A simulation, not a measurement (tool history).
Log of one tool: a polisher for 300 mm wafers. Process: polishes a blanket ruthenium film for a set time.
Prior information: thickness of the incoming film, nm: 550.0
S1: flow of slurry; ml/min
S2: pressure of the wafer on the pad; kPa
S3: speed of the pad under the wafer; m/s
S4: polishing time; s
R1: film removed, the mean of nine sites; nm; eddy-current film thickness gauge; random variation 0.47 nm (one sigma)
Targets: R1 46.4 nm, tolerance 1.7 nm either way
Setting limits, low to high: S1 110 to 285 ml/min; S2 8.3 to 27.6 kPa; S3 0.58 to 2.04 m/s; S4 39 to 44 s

run,day,S1,S2,S3,S4,R1
1,0,180,17.9,1.3,44,91.471
2,0.108,180,16.5,1.28,44,82.732
3,0.192,180,16.5,1.28,39,73.656
4,0.321,215,16.5,1.28,39,76.895
5,0.558,215,15.2,1.28,39,70.614
6,0.708,215,13.8,1.28,39,64.45
7,0.946,215,13.8,1.28,39,63.812
8,1.138,215,13.1,1.28,39,60.542
9,1.429,215,12.4,1.28,39,57.431
10,1.508,215,11.7,1.28,39,54.544
11,1.588,210,11,1.28,39,51.943
12,1.875,205,10.3,1.28,39,48.484

4 candidate next runs follow, results not yet known. Just one meets every target within its allowed miss. Identify it.
A,2.162,205,8.3,1.4,42,?
B,2.162,205,11,1.12,43,?
C,2.162,205,9.7,1.46,39,?
D,2.162,235,10.3,1.28,42,?

move,R1
A,45.681
B,49.447
C,51.088
D,52.601
A: each result inside its tolerance
B: misses by more than the last run did
C: misses by more than the last run did
D: misses by more than the last run did
A meets every target.
